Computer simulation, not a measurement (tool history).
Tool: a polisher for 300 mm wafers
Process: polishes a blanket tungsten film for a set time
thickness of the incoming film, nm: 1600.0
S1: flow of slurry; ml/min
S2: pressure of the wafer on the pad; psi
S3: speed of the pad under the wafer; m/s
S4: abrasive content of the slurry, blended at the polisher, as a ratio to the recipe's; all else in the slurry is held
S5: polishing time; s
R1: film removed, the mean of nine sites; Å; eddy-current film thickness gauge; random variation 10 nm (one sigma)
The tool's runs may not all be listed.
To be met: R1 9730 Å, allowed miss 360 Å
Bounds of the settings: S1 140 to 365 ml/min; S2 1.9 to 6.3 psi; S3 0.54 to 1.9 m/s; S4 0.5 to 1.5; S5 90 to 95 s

Run 1, hour 0: S1 235 ml/min, S2 4.1 psi, S3 1.22 m/s, S4 1, S5 90 s. Result: R1 4907.1 Å.
Run 2, hour 3.3: S1 235 ml/min, S2 4.7 psi, S3 1.26 m/s, S4 1, S5 90 s. Result: R1 5750.7 Å.
Run 3, hour 5.2: S1 235 ml/min, S2 4.7 psi, S3 1.06 m/s, S4 1, S5 90 s. Result: R1 4903.1 Å.
Run 4, hour 10: S1 235 ml/min, S2 5.1 psi, S3 1.16 m/s, S4 1, S5 90 s. Result: R1 5675.5 Å.
Run 5, hour 14.2: S1 235 ml/min, S2 5.4 psi, S3 1.26 m/s, S4 1, S5 90 s. Result: R1 6717.9 Å.
Run 6, hour 23.1: S1 235 ml/min, S2 5.4 psi, S3 1.04 m/s, S4 1, S5 90 s. Result: R1 5450.9 Å.
Run 7, hour 26.9: S1 235 ml/min, S2 5.6 psi, S3 1.16 m/s, S4 1, S5 90 s. Result: R1 6367.4 Å.
Run 8, hour 27.6: S1 235 ml/min, S2 5.8 psi, S3 1.24 m/s, S4 1, S5 90 s. Result: R1 6903.8 Å.
Run 9, hour 28.9: S1 235 ml/min, S2 5.9 psi, S3 1.32 m/s, S4 1, S5 90 s. Result: R1 7720.9 Å.
Run 10, hour 36.1: S1 235 ml/min, S2 6 psi, S3 1.36 m/s, S4 1, S5 90 s. Result: R1 7775.6 Å.
Run 11, hour 38.8: S1 235 ml/min, S2 6.1 psi, S3 1.42 m/s, S4 1, S5 90 s. Result: R1 8346.8 Å.
Run 12, hour 44.9: S1 235 ml/min, S2 6.2 psi, S3 1.46 m/s, S4 1, S5 90 s. Result: R1 8813.3 Å.

4 next moves are on the table. One of them brings every result within its allowed miss. Which?
Run A, hour 51: S1 320 ml/min, S2 5.6 psi, S3 1.68 m/s, S4 0.8, S5 91 s. Result: R1 ?.
Run B, hour 51: S1 235 ml/min, S2 6.3 psi, S3 1.3 m/s, S4 0.95, S5 90 s. Result: R1 ?.
Run C, hour 51: S1 245 ml/min, S2 6.2 psi, S3 1.7 m/s, S4 0.75, S5 93 s. Result: R1 ?.
Run D, hour 51: S1 175 ml/min, S2 6 psi, S3 1.28 m/s, S4 1.1, S5 91 s. Result: R1 ?.

move      R1
   A  8936.5
   B  7779.2
   C  9787.1
   D  7316.6
A: nearer than the last run, and not there yet
B: further off than the last run
C: meets every target
D: further off than the last run
Answer: C
